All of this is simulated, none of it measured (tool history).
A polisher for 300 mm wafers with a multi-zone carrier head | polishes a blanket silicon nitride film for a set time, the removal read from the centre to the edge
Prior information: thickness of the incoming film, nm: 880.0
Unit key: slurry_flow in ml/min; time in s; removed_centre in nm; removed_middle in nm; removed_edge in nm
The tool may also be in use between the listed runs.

run	hour	slurry_flow	centre_zone	middle_zone	edge_zone	time	removed_centre	removed_middle	removed_edge
1	0.0	305	1.00	1.00	1.00	76	73.093	73.216	74.389
2	3.7	305	1.07	1.00	1.00	76	78.654	73.310	75.069
3	9.5	315	1.11	1.04	1.05	77	82.894	76.756	77.688
4	15.9	280	1.11	1.04	1.05	77	83.136	75.277	76.708
5	17.4	280	1.11	1.04	0.97	77	83.005	77.136	74.432
6	20.6	280	1.11	1.04	1.04	77	82.855	76.984	77.442
7	28.0	275	1.13	1.06	1.07	79	86.922	80.285	79.049
8	35.2	290	1.14	1.07	1.10	80	87.257	80.442	82.406
9	43.4	295	1.15	1.08	1.10	81	90.078	83.234	84.558

Run 10 has not been measured yet. What should we expect?
10	44.0	300	1.16	1.09	1.10	81	?	?	?

{"run 10": {"removed_centre": 91.176, "removed_middle": 84.481, "removed_edge": 84.255}}
